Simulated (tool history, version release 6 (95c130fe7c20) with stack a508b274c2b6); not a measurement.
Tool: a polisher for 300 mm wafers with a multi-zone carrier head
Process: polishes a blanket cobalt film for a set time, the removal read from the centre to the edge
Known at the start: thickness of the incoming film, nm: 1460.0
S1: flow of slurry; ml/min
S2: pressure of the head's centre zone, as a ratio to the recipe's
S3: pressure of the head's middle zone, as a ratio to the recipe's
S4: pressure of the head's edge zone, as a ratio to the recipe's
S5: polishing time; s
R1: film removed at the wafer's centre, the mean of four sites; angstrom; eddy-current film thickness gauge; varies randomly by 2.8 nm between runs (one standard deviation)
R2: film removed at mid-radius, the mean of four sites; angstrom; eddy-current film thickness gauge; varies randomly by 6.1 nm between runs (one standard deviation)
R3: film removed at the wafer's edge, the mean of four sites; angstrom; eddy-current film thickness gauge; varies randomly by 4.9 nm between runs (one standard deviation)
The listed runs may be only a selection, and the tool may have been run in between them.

Run 1, hour 0: S1 130 ml/min, S2 1, S3 1, S4 1, S5 48 s. Result: R1 3291.1 angstrom, R2 3436.7 angstrom, R3 3285.6 angstrom.
Run 2, hour 5.5: S1 130 ml/min, S2 1, S3 1, S4 1, S5 38 s. Result: R1 2622.9 angstrom, R2 2604.8 angstrom, R3 2578.8 angstrom.
Run 3, hour 9.9: S1 130 ml/min, S2 1, S3 0.98, S4 1.03, S5 41 s. Result: R1 2845.5 angstrom, R2 2850.3 angstrom, R3 2818.5 angstrom.
Run 4, hour 16.6: S1 130 ml/min, S2 1, S3 0.98, S4 0.98, S5 41 s. Result: R1 2830.3 angstrom, R2 2859.2 angstrom, R3 2764.1 angstrom.
Run 5, hour 23.3: S1 130 ml/min, S2 0.95, S3 0.98, S4 0.98, S5 41 s. Result: R1 2695 angstrom, R2 2848.3 angstrom, R3 2766.7 angstrom.
Run 6, hour 26.5: S1 155 ml/min, S2 0.95, S3 0.98, S4 0.98, S5 41 s. Result: R1 2781.8 angstrom, R2 2898 angstrom, R3 2820.5 angstrom.
Run 7, hour 33.7: S1 125 ml/min, S2 0.93, S3 0.88, S4 1.08, S5 55 s. Result: R1 3529.8 angstrom, R2 3386 angstrom, R3 3791.4 angstrom.
Run 8, hour 38.1: S1 130 ml/min, S2 0.92, S3 0.88, S4 1.1, S5 57 s. Result: R1 3557 angstrom, R2 3584.6 angstrom, R3 4064.9 angstrom.

Run 9 comes next. What will it give?
Run 9, hour 38.7: S1 165 ml/min, S2 1.01, S3 0.88, S4 1.19, S5 63 s. Result: R1 ?, R2 ?, R3 ?.

Run 9 came out at R1 4601.3 angstrom, R2 4105.1 angstrom, R3 4809.7 angstrom.
